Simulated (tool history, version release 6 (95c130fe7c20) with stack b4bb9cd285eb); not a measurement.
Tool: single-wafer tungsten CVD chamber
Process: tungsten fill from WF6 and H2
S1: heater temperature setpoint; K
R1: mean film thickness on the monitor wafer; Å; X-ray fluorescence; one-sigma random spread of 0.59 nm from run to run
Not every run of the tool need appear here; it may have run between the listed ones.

Run 1, hour 0: S1 673.15 K, chamber pressure (Torr) 37.4, deposition time (s) 44.4. Result: R1 1500.3 Å.
Run 2, hour 2.9: S1 673.15 K, chamber pressure (Torr) 37.4, deposition time (s) 45.8. Result: R1 1543.9 Å.
Run 3, hour 3.8: S1 673.15 K, chamber pressure (Torr) 42.2, deposition time (s) 45.8. Result: R1 1634.6 Å.
Run 4, hour 5.6: S1 673.15 K, chamber pressure (Torr) 48.1, deposition time (s) 45.8. Result: R1 1719.9 Å.
Run 5, hour 7.1: S1 674.15 K, chamber pressure (Torr) 48.2, deposition time (s) 45.8. Result: R1 1756.3 Å.
Run 6, hour 11.5: S1 675.15 K, chamber pressure (Torr) 48.2, deposition time (s) 45.8. Result: R1 1798.4 Å.

Estimate the outcome of run 7 from the log above:
Run 7, hour 14.7: S1 675.15 K, chamber pressure (Torr) 48.2, deposition time (s) 45.8. Result: R1 ?.

{"run 7": {"R1": 1793.2}}

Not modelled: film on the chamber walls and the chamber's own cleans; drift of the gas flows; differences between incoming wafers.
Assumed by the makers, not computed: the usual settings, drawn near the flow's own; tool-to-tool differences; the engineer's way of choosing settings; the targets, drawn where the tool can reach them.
